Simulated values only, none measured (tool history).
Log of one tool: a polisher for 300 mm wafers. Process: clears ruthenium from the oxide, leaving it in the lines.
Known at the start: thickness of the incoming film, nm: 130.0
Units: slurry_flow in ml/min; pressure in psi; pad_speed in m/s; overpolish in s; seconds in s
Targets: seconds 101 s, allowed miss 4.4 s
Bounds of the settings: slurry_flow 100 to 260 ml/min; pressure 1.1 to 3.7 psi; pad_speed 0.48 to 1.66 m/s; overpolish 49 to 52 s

run 1 hour=0 | slurry_flow=165 pressure=2.4 pad_speed=1.06 overpolish=49 | seconds=75.612
run 2 hour=6.7 | slurry_flow=125 pressure=2.4 pad_speed=1.06 overpolish=49 | seconds=78.395
run 3 hour=7.4 | slurry_flow=125 pressure=2.3 pad_speed=1.06 overpolish=49 | seconds=79.253
run 4 hour=13.3 | slurry_flow=100 pressure=2.3 pad_speed=1.06 overpolish=49 | seconds=86.554
run 5 hour=18.2 | slurry_flow=100 pressure=2.3 pad_speed=1.06 overpolish=49 | seconds=84.744
run 6 hour=23.5 | slurry_flow=140 pressure=2.3 pad_speed=1.06 overpolish=49 | seconds=79.246
run 7 hour=29.2 | slurry_flow=140 pressure=2.2 pad_speed=1.06 overpolish=49 | seconds=81.403
run 8 hour=31 | slurry_flow=135 pressure=2.1 pad_speed=1.06 overpolish=49 | seconds=83.571
run 9 hour=36.5 | slurry_flow=135 pressure=2 pad_speed=1.06 overpolish=49 | seconds=87.548
run 10 hour=40 | slurry_flow=135 pressure=1.9 pad_speed=1.06 overpolish=49 | seconds=90.649
run 11 hour=41.3 | slurry_flow=125 pressure=1.8 pad_speed=1.06 overpolish=49 | seconds=96.333
run 12 hour=49.2 | slurry_flow=125 pressure=1.8 pad_speed=1.06 overpolish=49 | seconds=95.31

4 next moves are on the table. One of them brings every result within its allowed miss. Which?
run A hour=57.1 | slurry_flow=110 pressure=1.5 pad_speed=1.18 overpolish=49 | seconds=?
run B hour=57.1 | slurry_flow=150 pressure=1.8 pad_speed=0.84 overpolish=52 | seconds=?
run C hour=57.1 | slurry_flow=115 pressure=1.8 pad_speed=0.9 overpolish=49 | seconds=?
run D hour=57.1 | slurry_flow=125 pressure=2 pad_speed=1.06 overpolish=52 | seconds=?

move=A seconds=99.077
move=B seconds=114.71
move=C seconds=113.28
move=D seconds=88.361
A: meets every target
B: takes the result that was furthest off past its target
C: takes the result that was furthest off past its target
D: further off than the last run
The right move is A.
